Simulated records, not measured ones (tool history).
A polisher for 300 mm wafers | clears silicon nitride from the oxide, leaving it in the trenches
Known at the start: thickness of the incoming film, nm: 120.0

run,hour,flow of slurry (ml/min),pressure of the wafer on the pad (psi),speed of the pad under the wafer (m/s),overpolish time after the end point (s),time until the end point was called (s)
1,0.0,175,3.4,0.90,45,129.58
2,1.2,175,3.4,1.06,45,108.42
3,3.4,175,3.4,0.86,45,130.46
4,4.8,155,3.4,0.86,45,136.80
5,12.6,115,3.4,0.86,45,140.16
6,15.3,115,3.4,0.86,45,141.87
7,23.0,115,2.9,0.82,45,170.95
8,26.6,115,2.5,0.80,45,192.87
9,31.7,115,2.2,0.78,45,217.74
10,38.0,115,2.0,0.76,45,238.71

The next listed run, before its measurement:
11,43.3,115,1.9,0.76,45,?

For run 11 the tool returned time until the end point was called (s) 250.09.
